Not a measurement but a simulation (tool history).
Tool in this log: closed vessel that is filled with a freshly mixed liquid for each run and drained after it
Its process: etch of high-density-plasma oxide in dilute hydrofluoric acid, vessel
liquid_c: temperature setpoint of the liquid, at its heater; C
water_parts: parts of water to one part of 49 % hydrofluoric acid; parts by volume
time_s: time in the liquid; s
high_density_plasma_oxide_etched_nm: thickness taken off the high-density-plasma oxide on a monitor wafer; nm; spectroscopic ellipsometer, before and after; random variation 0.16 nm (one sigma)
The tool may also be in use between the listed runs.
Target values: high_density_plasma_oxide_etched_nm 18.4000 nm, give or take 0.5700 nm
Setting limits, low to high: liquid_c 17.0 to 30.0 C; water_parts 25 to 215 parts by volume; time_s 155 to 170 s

run  hour  liquid_c  water_parts  time_s  high_density_plasma_oxide_etched_nm
  1   0.0      22.0          120     155                               8.3704
  2   4.5      22.0          155     155                               6.2240
  3   5.7      20.0          155     155                               5.6377
  4   6.6      22.5          130     155                               7.6449
  5  14.8      19.0          130     155                               6.7603
  6  19.6      19.0          170     155                               4.9040
  7  23.9      22.0          135     155                               7.1753
  8  31.1      24.0          110     155                               9.8689
  9  39.4      25.5           95     155                              12.2990
 10  45.8      26.5           90     155                              13.7360
 11  47.0      26.5           90     155                              13.7700
 12  56.3      27.5           85     155                              15.2710
 13  61.5      30.0           75     155                              19.6060

Next run, 5 choices. One meets every target within its allowed miss, the rest don't. Which?
  A  66.7      30.0           75     165                                    ?
  B  66.7      28.0           80     155                                    ?
  C  66.7      28.5           80     170                                    ?
  D  66.7      30.0           75     170                                    ?
  E  66.7      30.0           85     160                                    ?

move  high_density_plasma_oxide_etched_nm
   A                              20.4790
   B                              16.5770
   C                              18.5370
   D                              21.1000
   E                              17.2680
A: misses by more than the last run did
B: pushes the last run's worst result past its target
C: all results in spec
D: misses by more than the last run did
E: pushes the last run's worst result past its target
So the answer is move C, the one that meets all the targets.
